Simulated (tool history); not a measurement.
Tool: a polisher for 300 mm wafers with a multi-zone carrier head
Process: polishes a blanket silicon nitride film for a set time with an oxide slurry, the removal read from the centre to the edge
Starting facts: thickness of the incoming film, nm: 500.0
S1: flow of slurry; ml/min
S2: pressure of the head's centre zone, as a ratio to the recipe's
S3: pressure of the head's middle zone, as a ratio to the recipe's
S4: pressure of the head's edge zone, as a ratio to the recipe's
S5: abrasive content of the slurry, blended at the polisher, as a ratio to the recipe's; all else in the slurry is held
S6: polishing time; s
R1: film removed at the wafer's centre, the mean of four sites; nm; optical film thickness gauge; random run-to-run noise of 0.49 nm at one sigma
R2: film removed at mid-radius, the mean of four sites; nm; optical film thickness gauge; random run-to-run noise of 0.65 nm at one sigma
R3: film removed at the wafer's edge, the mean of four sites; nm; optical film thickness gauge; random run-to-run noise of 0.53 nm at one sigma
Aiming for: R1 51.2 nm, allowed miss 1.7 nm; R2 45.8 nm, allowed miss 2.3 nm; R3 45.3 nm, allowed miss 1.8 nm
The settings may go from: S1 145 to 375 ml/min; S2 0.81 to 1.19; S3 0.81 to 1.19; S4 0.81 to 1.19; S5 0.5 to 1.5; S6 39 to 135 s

run 1 day=0 | S1=240 S2=1 S3=1 S4=1 S5=1 S6=87 | R1=59.647 R2=59.54 R3=58.634
run 2 day=0.054 | S1=240 S2=1.01 S3=0.98 S4=0.97 S5=0.9 S6=87 | R1=57.113 R2=56.795 R3=54.535
run 3 day=0.154 | S1=240 S2=1.01 S3=0.91 S4=0.97 S5=0.9 S6=87 | R1=56.472 R2=52.076 R3=54.554
run 4 day=0.425 | S1=240 S2=1.01 S3=0.91 S4=0.97 S5=0.9 S6=102 | R1=66.434 R2=63.08 R3=64.93
run 5 day=0.771 | S1=240 S2=1.02 S3=0.9 S4=0.95 S5=0.8 S6=100 | R1=61.979 R2=55.769 R3=58.709
run 6 day=1.017 | S1=240 S2=1.02 S3=0.91 S4=0.92 S5=0.75 S6=100 | R1=58.319 R2=53.93 R3=55.474
run 7 day=1.167 | S1=240 S2=1.03 S3=0.91 S4=0.9 S5=0.7 S6=100 | R1=56.804 R2=52.926 R3=52.052
run 8 day=1.429 | S1=235 S2=1.03 S3=0.9 S4=0.88 S5=0.7 S6=100 | R1=57.304 R2=51.94 R3=52.641
run 9 day=1.65 | S1=235 S2=1.03 S3=0.9 S4=0.87 S5=0.65 S6=100 | R1=52.996 R2=48.49 R3=49.342

4 candidate next runs follow, results not yet known. Just one meets every target within its allowed miss. Identify it.
run A day=1.871 | S1=205 S2=1.14 S3=0.92 S4=0.81 S5=0.6 S6=101 | R1=? R2=? R3=?
run B day=1.871 | S1=285 S2=0.96 S3=0.82 S4=0.81 S5=0.65 S6=99 | R1=? R2=? R3=?
run C day=1.871 | S1=265 S2=1.04 S3=0.81 S4=0.85 S5=0.6 S6=105 | R1=? R2=? R3=?
run D day=1.871 | S1=260 S2=1.08 S3=0.94 S4=0.87 S5=0.8 S6=78 | R1=? R2=? R3=?

move=A R1=55.113 R2=47.207 R3=46.583
move=B R1=51.224 R2=47.067 R3=50.1
move=C R1=54.674 R2=46.248 R3=50.382
move=D R1=51.069 R2=46.595 R3=45.622
A: gets the furthest-off result to its target, but another result is out of tolerance
B: lands further from the targets than the last run did
C: lands further from the targets than the last run did
D: every result within its allowed miss
So the answer is move D, the one that meets all the targets.

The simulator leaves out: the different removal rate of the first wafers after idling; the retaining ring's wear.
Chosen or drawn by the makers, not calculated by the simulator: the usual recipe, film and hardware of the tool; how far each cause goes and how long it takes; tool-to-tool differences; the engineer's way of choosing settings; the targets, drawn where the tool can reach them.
